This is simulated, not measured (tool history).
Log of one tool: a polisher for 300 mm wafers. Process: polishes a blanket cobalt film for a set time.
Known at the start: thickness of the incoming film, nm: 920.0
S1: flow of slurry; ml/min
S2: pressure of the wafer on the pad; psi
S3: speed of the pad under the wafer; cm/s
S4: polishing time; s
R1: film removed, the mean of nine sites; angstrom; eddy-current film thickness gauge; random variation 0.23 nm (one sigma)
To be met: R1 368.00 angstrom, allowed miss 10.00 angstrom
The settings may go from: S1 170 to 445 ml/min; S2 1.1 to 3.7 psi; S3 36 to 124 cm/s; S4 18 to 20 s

Run 1, hour 0.0: S1 285 ml/min, S2 2.4 psi, S3 80 cm/s, S4 20 s. Result: R1 771.77 angstrom.
Run 2, hour 4.3: S1 285 ml/min, S2 2.0 psi, S3 76 cm/s, S4 20 s. Result: R1 613.81 angstrom.
Run 3, hour 8.8: S1 285 ml/min, S2 2.0 psi, S3 66 cm/s, S4 20 s. Result: R1 537.33 angstrom.
Run 4, hour 12.4: S1 285 ml/min, S2 1.7 psi, S3 66 cm/s, S4 20 s. Result: R1 459.11 angstrom.
Run 5, hour 14.7: S1 285 ml/min, S2 1.6 psi, S3 66 cm/s, S4 20 s. Result: R1 432.53 angstrom.
Run 6, hour 18.6: S1 285 ml/min, S2 1.5 psi, S3 66 cm/s, S4 20 s. Result: R1 407.40 angstrom.
Run 7, hour 20.1: S1 285 ml/min, S2 1.4 psi, S3 66 cm/s, S4 20 s. Result: R1 381.83 angstrom.
Run 8, hour 27.0: S1 280 ml/min, S2 1.4 psi, S3 66 cm/s, S4 20 s. Result: R1 386.56 angstrom.
Run 9, hour 31.0: S1 275 ml/min, S2 1.3 psi, S3 66 cm/s, S4 20 s. Result: R1 354.96 angstrom.
Run 10, hour 34.6: S1 280 ml/min, S2 1.3 psi, S3 66 cm/s, S4 20 s. Result: R1 354.29 angstrom.
Run 11, hour 40.3: S1 290 ml/min, S2 1.3 psi, S3 66 cm/s, S4 20 s. Result: R1 356.58 angstrom.
Run 12, hour 43.2: S1 290 ml/min, S2 1.4 psi, S3 66 cm/s, S4 20 s. Result: R1 380.53 angstrom.
Run 13, hour 48.4: S1 290 ml/min, S2 1.4 psi, S3 66 cm/s, S4 20 s. Result: R1 379.53 angstrom.
Run 14, hour 50.7: S1 290 ml/min, S2 1.3 psi, S3 66 cm/s, S4 20 s. Result: R1 358.26 angstrom.
Run 15, hour 59.3: S1 290 ml/min, S2 1.3 psi, S3 66 cm/s, S4 20 s. Result: R1 353.13 angstrom.

Which of these 5 next moves meets every target?
Run A, hour 67.9: S1 270 ml/min, S2 1.2 psi, S3 74 cm/s, S4 19 s. Result: R1 ?.
Run B, hour 67.9: S1 250 ml/min, S2 1.4 psi, S3 60 cm/s, S4 20 s. Result: R1 ?.
Run C, hour 67.9: S1 280 ml/min, S2 1.3 psi, S3 66 cm/s, S4 19 s. Result: R1 ?.
Run D, hour 67.9: S1 300 ml/min, S2 1.5 psi, S3 66 cm/s, S4 18 s. Result: R1 ?.
Run E, hour 67.9: S1 285 ml/min, S2 1.4 psi, S3 60 cm/s, S4 20 s. Result: R1 ?.

move      R1
   A  348.22
   B  343.42
   C  337.58
   D  368.91
   E  348.44
A: further off than the last run
B: further off than the last run
C: further off than the last run
D: meets every target
E: further off than the last run
Answer: D
